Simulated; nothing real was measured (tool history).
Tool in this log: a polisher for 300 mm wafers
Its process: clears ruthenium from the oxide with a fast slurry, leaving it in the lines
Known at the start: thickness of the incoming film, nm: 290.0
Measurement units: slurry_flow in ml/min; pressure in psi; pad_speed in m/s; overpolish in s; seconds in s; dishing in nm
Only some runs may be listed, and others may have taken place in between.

{"run": 1, "hour": 0.0, "slurry_flow": 310, "pressure": 2.9, "pad_speed": 1.22, "slurry_solids": 1, "overpolish": 26, "seconds": 60.6, "dishing": 18.139}
{"run": 2, "hour": 4.9, "slurry_flow": 310, "pressure": 2.5, "pad_speed": 1.14, "slurry_solids": 1, "overpolish": 25, "seconds": 67.852, "dishing": 18.85}
{"run": 3, "hour": 13.2, "slurry_flow": 310, "pressure": 2.1, "pad_speed": 1.14, "slurry_solids": 1, "overpolish": 25, "seconds": 78.952, "dishing": 18.032}
{"run": 4, "hour": 13.9, "slurry_flow": 305, "pressure": 1.9, "pad_speed": 1.04, "slurry_solids": 0.95, "overpolish": 25, "seconds": 90.652, "dishing": 18.54}
{"run": 5, "hour": 19.6, "slurry_flow": 230, "pressure": 1.9, "pad_speed": 1.04, "slurry_solids": 0.95, "overpolish": 25, "seconds": 99.917, "dishing": 18.362}
{"run": 6, "hour": 23.1, "slurry_flow": 285, "pressure": 1.9, "pad_speed": 1.04, "slurry_solids": 0.95, "overpolish": 25, "seconds": 94.474, "dishing": 18.613}
{"hour": 30.4, "done": "slurry nozzle cleaned"}
{"run": 7, "hour": 30.4, "slurry_flow": 255, "pressure": 1.7, "pad_speed": 1.02, "slurry_solids": 0.95, "overpolish": 24, "seconds": 98.036, "dishing": 17.949}

For run 8, what comes out?
{"run": 8, "hour": 38.9, "slurry_flow": 275, "pressure": 1.3, "pad_speed": 0.72, "slurry_solids": 0.9, "overpolish": 25, "seconds": "?", "dishing": "?"}

seconds: 161.04 s
dishing: 16.343 nm
